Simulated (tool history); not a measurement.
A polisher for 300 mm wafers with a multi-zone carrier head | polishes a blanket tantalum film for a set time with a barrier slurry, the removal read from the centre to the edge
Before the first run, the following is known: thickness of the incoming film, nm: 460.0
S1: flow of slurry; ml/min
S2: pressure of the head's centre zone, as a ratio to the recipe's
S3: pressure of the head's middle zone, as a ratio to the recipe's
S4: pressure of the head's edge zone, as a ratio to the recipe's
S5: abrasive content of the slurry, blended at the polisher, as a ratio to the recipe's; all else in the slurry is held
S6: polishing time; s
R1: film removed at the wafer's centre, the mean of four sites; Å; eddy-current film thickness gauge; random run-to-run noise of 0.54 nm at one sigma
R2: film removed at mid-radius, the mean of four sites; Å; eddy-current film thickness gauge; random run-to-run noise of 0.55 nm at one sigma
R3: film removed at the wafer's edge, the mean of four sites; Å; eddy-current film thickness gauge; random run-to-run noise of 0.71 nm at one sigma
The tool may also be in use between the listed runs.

run	hour	S1	S2	S3	S4	S5	S6	R1	R2	R3
1	0	180	1	1	1	1	46	798.14	798.18	807.91
2	3.9	180	1	1.04	1	1	46	794.96	838.24	817.4
3	6.8	180	1	1.04	0.94	1	46	791.7	802.05	779.31
4	14.2	180	0.94	1.04	0.94	1	46	735.59	829.08	804.24
5	22.9	180	0.94	1.04	0.98	1	46	752.55	822.7	817.66
# hour 25.7: worn pad replaced by a new one
6	25.7	180	0.94	0.98	0.98	1	46	814.36	848.67	887.34
7	30.6	165	0.93	0.97	0.98	0.85	39	629.84	671.54	688.2
8	37.3	130	0.86	0.87	0.97	0.6	31	383.19	393.54	454.71
9	45	130	0.86	0.87	0.97	0.6	31	376.41	390.83	454.79

The next listed run, before its measurement:
10	49.6	180	0.91	0.95	1	0.7	31	?	?	?

{"run 10": {"R1": 468.58, "R2": 499.01, "R3": 513.18}}
